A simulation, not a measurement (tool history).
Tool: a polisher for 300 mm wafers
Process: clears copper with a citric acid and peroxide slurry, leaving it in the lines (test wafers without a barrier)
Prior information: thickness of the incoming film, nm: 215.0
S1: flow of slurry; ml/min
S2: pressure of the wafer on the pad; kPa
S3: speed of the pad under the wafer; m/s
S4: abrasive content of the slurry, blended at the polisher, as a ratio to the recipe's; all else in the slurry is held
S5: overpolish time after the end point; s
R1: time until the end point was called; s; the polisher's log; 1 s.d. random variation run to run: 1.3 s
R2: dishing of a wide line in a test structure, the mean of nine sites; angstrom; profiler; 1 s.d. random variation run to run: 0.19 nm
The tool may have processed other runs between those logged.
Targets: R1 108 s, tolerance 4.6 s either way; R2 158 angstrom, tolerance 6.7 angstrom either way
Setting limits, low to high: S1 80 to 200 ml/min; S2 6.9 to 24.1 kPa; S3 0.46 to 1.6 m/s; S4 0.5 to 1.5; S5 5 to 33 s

{"run": 1, "day": 0.0, "S1": 130, "S2": 15.2, "S3": 1.02, "S4": 1, "S5": 17, "R1": 147.92, "R2": 192.08}
{"run": 2, "day": 0.096, "S1": 130, "S2": 15.2, "S3": 1.02, "S4": 0.8, "S5": 17, "R1": 155.72, "R2": 184.79}
{"run": 3, "day": 0.308, "S1": 160, "S2": 15.2, "S3": 1.02, "S4": 0.8, "S5": 17, "R1": 154.01, "R2": 191.09}
{"run": 4, "day": 0.642, "S1": 160, "S2": 15.2, "S3": 1.02, "S4": 0.6, "S5": 17, "R1": 166.91, "R2": 172.65}
{"run": 5, "day": 0.954, "S1": 160, "S2": 15.9, "S3": 1.02, "S4": 0.6, "S5": 16, "R1": 154.19, "R2": 171.28}
{"run": 6, "day": 1.129, "S1": 135, "S2": 15.9, "S3": 1.02, "S4": 0.6, "S5": 16, "R1": 160.04, "R2": 167.85}
{"run": 7, "day": 1.208, "S1": 135, "S2": 16.5, "S3": 1.02, "S4": 0.6, "S5": 15, "R1": 155.01, "R2": 163.14}
{"run": 8, "day": 1.496, "S1": 135, "S2": 17.2, "S3": 1.02, "S4": 0.6, "S5": 14, "R1": 147.08, "R2": 161.18}
{"run": 9, "day": 1.575, "S1": 135, "S2": 17.9, "S3": 1.02, "S4": 0.6, "S5": 13, "R1": 139.25, "R2": 158.91}

Consider the 4 candidate settings below. Which is the only one whose results all fall within their allowed miss of target?
{"run": "A", "day": 1.654, "S1": 120, "S2": 19.3, "S3": 1.2, "S4": 0.7, "S5": 10, "R1": "?", "R2": "?"}
{"run": "B", "day": 1.654, "S1": 135, "S2": 14.5, "S3": 0.92, "S4": 0.55, "S5": 19, "R1": "?", "R2": "?"}
{"run": "C", "day": 1.654, "S1": 85, "S2": 22.1, "S3": 0.84, "S4": 0.55, "S5": 14, "R1": "?", "R2": "?"}
{"run": "D", "day": 1.654, "S1": 140, "S2": 18.6, "S3": 1.2, "S4": 0.5, "S5": 12, "R1": "?", "R2": "?"}

move=A R1=108.99 R2=156.34
move=B R1=197.6 R2=162.32
move=C R1=151.67 R2=157.68
move=D R1=122.71 R2=165.71
A: every result within its allowed miss
B: further off than the last run
C: further off than the last run
D: closer than the last run, but not yet in spec
Answer: A
